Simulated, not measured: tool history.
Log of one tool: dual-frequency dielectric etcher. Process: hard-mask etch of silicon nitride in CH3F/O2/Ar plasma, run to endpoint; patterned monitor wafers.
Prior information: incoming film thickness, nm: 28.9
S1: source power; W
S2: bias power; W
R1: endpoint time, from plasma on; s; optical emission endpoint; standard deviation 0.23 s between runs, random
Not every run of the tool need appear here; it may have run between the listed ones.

run  hour   S1  S2      R1
  1     0  490  76  40.948
  2   1.7  420  76  44.795
  3   9.2  500  76  40.719
  4  13.2  500  64  43.211
  5  19.8  520  64  41.717
  6  27.7  530  64  41.636

Estimate the outcome of run 7 from the log above:
  7  31.7  540  64   ?

Run 7 yielded R1 41.114 s.

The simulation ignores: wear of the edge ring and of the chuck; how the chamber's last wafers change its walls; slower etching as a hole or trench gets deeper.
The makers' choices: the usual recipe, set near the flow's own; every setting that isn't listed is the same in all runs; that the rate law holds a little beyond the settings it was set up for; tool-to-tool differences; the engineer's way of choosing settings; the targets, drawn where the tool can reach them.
